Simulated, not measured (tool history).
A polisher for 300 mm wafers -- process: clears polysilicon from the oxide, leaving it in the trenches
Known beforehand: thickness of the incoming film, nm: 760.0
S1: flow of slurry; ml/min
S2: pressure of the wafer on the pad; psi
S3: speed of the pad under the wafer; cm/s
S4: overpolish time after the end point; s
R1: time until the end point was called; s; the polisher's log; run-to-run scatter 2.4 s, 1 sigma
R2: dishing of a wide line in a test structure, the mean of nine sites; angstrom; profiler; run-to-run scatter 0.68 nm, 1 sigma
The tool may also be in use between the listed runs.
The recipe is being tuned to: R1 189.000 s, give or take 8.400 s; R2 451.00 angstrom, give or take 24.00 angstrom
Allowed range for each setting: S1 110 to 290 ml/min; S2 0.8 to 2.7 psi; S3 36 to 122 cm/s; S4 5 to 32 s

run  hour   S1   S2  S3  S4       R1      R2
  1   0.0  185  1.7  78  16   94.475  587.77
  2   2.6  185  1.5  74  15  107.030  536.24
  3   7.9  185  1.5  74  20  108.620  590.89
  4  11.0  225  1.5  74  20  105.110  593.24
  5  18.6  225  1.2  74  20  128.210  568.37
  6  24.3  225  1.1  72  18  137.960  532.15
  7  30.7  215  0.8  58  13  213.810  361.83
  8  33.0  215  0.8  58  15  213.390  384.15
  9  35.4  215  0.8  58  16  219.860  401.62
 10  42.4  220  0.8  58  17  214.820  432.57
 11  43.5  225  0.8  58  17  211.560  417.12
 12  48.4  230  1.0  58  21  181.830  506.29
 13  55.6  230  1.0  58  20  180.660  491.76
 14  58.8  225  1.0  58  19  187.040  495.59

Next run, 5 choices. One meets every target within its allowed miss, the rest don't. Which?
  A  62.0  265  1.1  56  21   ?   ?
  B  62.0  230  1.1  52  17   ?   ?
  C  62.0  225  0.9  68  15   ?   ?
  D  62.0  265  1.1  46  19   ?   ?
  E  62.0  260  1.0  50  15   ?   ?

move       R1      R2
   A  175.830  516.02
   B  191.850  451.45
   C  172.400  447.27
   D  212.150  453.87
   E  210.880  400.41
A: lands further from the targets than the last run did
B: all results in spec
C: brings the result that was furthest off to its target, and leaves another outside
D: brings the result that was furthest off to its target, and leaves another outside
E: takes the result that was furthest off past its target
Correct choice: B, which meets every target
